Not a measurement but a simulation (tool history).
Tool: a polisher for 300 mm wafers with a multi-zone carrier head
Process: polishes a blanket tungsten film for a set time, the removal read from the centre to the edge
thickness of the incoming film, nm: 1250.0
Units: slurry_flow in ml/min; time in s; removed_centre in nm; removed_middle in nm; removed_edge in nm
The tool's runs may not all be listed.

run,hour,slurry_flow,centre_zone,middle_zone,edge_zone,slurry_solids,time,removed_centre,removed_middle,removed_edge
1,0,245,1,1,1,1,34,126.26,120.83,117.4
2,8.2,245,1.07,1,1,1,34,136.1,120.67,116.97
3,17.1,245,1.07,1,1.05,1,34,134.47,121.07,119.62
4,18.4,245,1.05,1.02,1.02,0.9,32,121.08,109.58,107.94
5,23.9,245,1.05,1.02,1.02,0.9,26,98.449,89.753,85.654
6,24.9,245,1.05,1.02,1.02,1,26,101.02,92.681,89.03
7,31.7,245,1.02,1.04,0.99,0.9,26,95.816,92.266,86.334
8,36.9,245,1.01,1.05,0.96,0.8,25,87.669,87.151,79.308
9,41.9,240,1,1.05,0.94,0.75,25,85.554,84.591,77.06
10,43.7,235,0.99,1.06,0.92,0.75,25,85.265,84.384,75.367
11,45.1,225,0.97,1.06,0.9,0.75,25,82.943,82.846,75.274

Run 12 comes next. What will it give?
12,52.9,225,0.96,1.07,0.88,0.7,25,?,?,?

Run 12 gave removed_centre 80.679 nm, removed_middle 82.591 nm, removed_edge 72.485 nm.
